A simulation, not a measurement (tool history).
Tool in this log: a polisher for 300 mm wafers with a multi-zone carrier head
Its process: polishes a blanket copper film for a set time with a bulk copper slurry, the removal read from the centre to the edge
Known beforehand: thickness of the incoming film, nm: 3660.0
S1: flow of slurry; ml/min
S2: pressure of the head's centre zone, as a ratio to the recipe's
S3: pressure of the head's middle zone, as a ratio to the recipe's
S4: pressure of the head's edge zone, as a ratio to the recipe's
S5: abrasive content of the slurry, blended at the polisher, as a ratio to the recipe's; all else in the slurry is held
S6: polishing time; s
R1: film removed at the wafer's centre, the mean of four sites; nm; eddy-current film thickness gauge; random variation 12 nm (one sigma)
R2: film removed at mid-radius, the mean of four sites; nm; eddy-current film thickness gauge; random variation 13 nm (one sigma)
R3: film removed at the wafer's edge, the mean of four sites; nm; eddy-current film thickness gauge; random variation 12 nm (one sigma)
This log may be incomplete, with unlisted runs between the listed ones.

Run 1, hour 0.0: S1 315 ml/min, S2 1.00, S3 1.00, S4 1.00, S5 1.00, S6 61 s. Result: R1 786.82 nm, R2 777.07 nm, R3 773.61 nm.
Run 2, hour 6.4: S1 315 ml/min, S2 1.01, S3 0.99, S4 1.03, S5 1.15, S6 62 s. Result: R1 803.80 nm, R2 813.27 nm, R3 829.86 nm.
Run 3, hour 7.3: S1 315 ml/min, S2 1.01, S3 1.06, S4 1.03, S5 1.15, S6 62 s. Result: R1 817.52 nm, R2 855.16 nm, R3 833.50 nm.
Run 4, hour 13.8: S1 315 ml/min, S2 1.05, S3 1.04, S4 1.06, S5 1.20, S6 63 s. Result: R1 882.85 nm, R2 864.87 nm, R3 855.98 nm.
Run 5, hour 17.3: S1 315 ml/min, S2 1.06, S3 1.02, S4 1.09, S5 1.30, S6 64 s. Result: R1 909.98 nm, R2 872.92 nm, R3 897.65 nm.
Run 6, hour 26.2: S1 315 ml/min, S2 1.07, S3 1.02, S4 1.11, S5 1.35, S6 64 s. Result: R1 947.25 nm, R2 886.28 nm, R3 926.00 nm.
Run 7, hour 33.0: S1 315 ml/min, S2 1.07, S3 1.02, S4 1.12, S5 1.40, S6 64 s. Result: R1 924.51 nm, R2 887.11 nm, R3 929.14 nm.

The next listed run, before its measurement:
Run 8, hour 38.1: S1 315 ml/min, S2 1.08, S3 1.02, S4 1.13, S5 1.45, S6 64 s. Result: R1 ?, R2 ?, R3 ?.

Run 8 produced R1 937.16 nm, R2 911.22 nm, R3 955.69 nm.
